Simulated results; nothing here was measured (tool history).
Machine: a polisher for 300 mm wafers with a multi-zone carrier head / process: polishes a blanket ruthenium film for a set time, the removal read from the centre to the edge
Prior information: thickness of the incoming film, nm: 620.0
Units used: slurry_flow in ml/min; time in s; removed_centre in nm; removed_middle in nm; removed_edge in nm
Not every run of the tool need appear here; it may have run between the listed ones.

{"run": 1, "hour": 0.0, "slurry_flow": 275, "centre_zone": 1.0, "middle_zone": 1.0, "edge_zone": 1.0, "time": 47, "removed_centre": 38.554, "removed_middle": 40.944, "removed_edge": 40.023}
{"run": 2, "hour": 1.9, "slurry_flow": 280, "centre_zone": 1.01, "middle_zone": 1.01, "edge_zone": 1.01, "time": 47, "removed_centre": 39.024, "removed_middle": 40.816, "removed_edge": 40.894}
{"run": 3, "hour": 5.6, "slurry_flow": 280, "centre_zone": 1.01, "middle_zone": 1.01, "edge_zone": 1.01, "time": 38, "removed_centre": 31.44, "removed_middle": 32.998, "removed_edge": 33.547}
{"run": 4, "hour": 14.3, "slurry_flow": 285, "centre_zone": 1.03, "middle_zone": 1.03, "edge_zone": 1.01, "time": 39, "removed_centre": 32.932, "removed_middle": 33.901, "removed_edge": 33.942}
{"run": 5, "hour": 18.7, "slurry_flow": 285, "centre_zone": 1.09, "middle_zone": 1.03, "edge_zone": 1.01, "time": 39, "removed_centre": 34.222, "removed_middle": 35.321, "removed_edge": 34.065}
{"run": 6, "hour": 22.2, "slurry_flow": 285, "centre_zone": 1.15, "middle_zone": 1.03, "edge_zone": 1.01, "time": 39, "removed_centre": 35.363, "removed_middle": 34.633, "removed_edge": 33.733}

Run 7 comes next. What will it give?
{"run": 7, "hour": 30.6, "slurry_flow": 290, "centre_zone": 1.15, "middle_zone": 1.04, "edge_zone": 1.02, "time": 40, "removed_centre": "?", "removed_middle": "?", "removed_edge": "?"}

Run 7 gave removed_centre 36.577 nm, removed_middle 36.241 nm, removed_edge 34.982 nm.
